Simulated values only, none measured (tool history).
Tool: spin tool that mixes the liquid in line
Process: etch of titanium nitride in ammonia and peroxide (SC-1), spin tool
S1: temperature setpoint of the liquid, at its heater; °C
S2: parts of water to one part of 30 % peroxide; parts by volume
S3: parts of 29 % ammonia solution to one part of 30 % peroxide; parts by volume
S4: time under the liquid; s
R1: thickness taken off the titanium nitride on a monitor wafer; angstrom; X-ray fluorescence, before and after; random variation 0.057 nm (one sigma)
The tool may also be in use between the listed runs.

run    day    S1  S2    S3  S4      R1
  1      0    50   8  0.45  70  40.974
  2  0.296    50   8  0.45  70   40.41
  3    0.5    51   8  0.45  70  43.898
  4  0.558    52   8  0.45  70  46.188
  5  0.796    53   8  0.45  70  49.768
  6  0.912  53.5   8  0.45  70   51.65

The next listed run, before its measurement:
  7  1.233  54   8  0.45  70   ?

{"run 7": {"R1": 53.287}}

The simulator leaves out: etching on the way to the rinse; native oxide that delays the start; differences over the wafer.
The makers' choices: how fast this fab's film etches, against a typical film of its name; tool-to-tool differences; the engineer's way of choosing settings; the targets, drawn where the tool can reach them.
